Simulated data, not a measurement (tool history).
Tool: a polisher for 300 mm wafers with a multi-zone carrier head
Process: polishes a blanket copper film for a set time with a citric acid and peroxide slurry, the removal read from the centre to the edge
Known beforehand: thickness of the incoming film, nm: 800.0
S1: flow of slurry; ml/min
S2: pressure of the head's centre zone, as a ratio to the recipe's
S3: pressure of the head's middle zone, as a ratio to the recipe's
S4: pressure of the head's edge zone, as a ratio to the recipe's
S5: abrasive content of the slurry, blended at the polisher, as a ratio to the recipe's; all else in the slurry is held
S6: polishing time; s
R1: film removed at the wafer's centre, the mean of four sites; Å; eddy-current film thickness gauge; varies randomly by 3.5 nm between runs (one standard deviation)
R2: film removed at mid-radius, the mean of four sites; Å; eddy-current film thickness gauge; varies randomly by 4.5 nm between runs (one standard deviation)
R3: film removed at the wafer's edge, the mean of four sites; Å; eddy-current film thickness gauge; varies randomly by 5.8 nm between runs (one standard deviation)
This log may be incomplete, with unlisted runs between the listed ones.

Run 1, hour 0: S1 240 ml/min, S2 1, S3 1, S4 1, S5 1, S6 78 s. Result: R1 3129.3 Å, R2 3269.7 Å, R3 3225.4 Å.
Run 2, hour 5.3: S1 250 ml/min, S2 1.04, S3 1.03, S4 1.02, S5 1.1, S6 79 s. Result: R1 3405.1 Å, R2 3391.7 Å, R3 3405.1 Å.
Run 3, hour 7.2: S1 250 ml/min, S2 1.04, S3 1.03, S4 1.02, S5 1.1, S6 64 s. Result: R1 2770.5 Å, R2 2806.5 Å, R3 2671.7 Å.
Run 4, hour 7.8: S1 250 ml/min, S2 1.04, S3 1.03, S4 1.02, S5 1.1, S6 75 s. Result: R1 3244.4 Å, R2 3251.6 Å, R3 3172.8 Å.
Run 5, hour 8.7: S1 260 ml/min, S2 1.06, S3 1.06, S4 1.03, S5 1.2, S6 77 s. Result: R1 3456.8 Å, R2 3499.6 Å, R3 3391.7 Å.
Run 6, hour 13.7: S1 240 ml/min, S2 1.06, S3 1.06, S4 1.03, S5 1.2, S6 77 s. Result: R1 3451.7 Å, R2 3495.8 Å, R3 3297.9 Å.
Run 7, hour 18.9: S1 250 ml/min, S2 1.08, S3 1.08, S4 1.04, S5 1.25, S6 79 s. Result: R1 3658.7 Å, R2 3673.8 Å, R3 3480.7 Å.
Run 8, hour 24.6: S1 260 ml/min, S2 1.1, S3 1.1, S4 1.05, S5 1.3, S6 80 s. Result: R1 3805.4 Å, R2 3812.9 Å, R3 3683.3 Å.
Run 9, hour 25.3: S1 260 ml/min, S2 1.12, S3 1.11, S4 1.04, S5 1.35, S6 81 s. Result: R1 3960.4 Å, R2 3855 Å, R3 3675.1 Å.
Run 10, hour 29.5: S1 260 ml/min, S2 1.13, S3 1.13, S4 1.04, S5 1.4, S6 82 s. Result: R1 4059.7 Å, R2 4083.4 Å, R3 3718.4 Å.
Run 11, hour 30.4: S1 260 ml/min, S2 1.13, S3 1.13, S4 1.04, S5 1.4, S6 82 s. Result: R1 4032.1 Å, R2 4097.2 Å, R3 3697.3 Å.

Run 12, settings as shown, results not yet in. Your forecast:
Run 12, hour 34.2: S1 265 ml/min, S2 1.14, S3 1.13, S4 1.04, S5 1.4, S6 83 s. Result: R1 ?, R2 ?, R3 ?.

Run 12 produced R1 4172.4 Å, R2 4105.8 Å, R3 3900.4 Å.
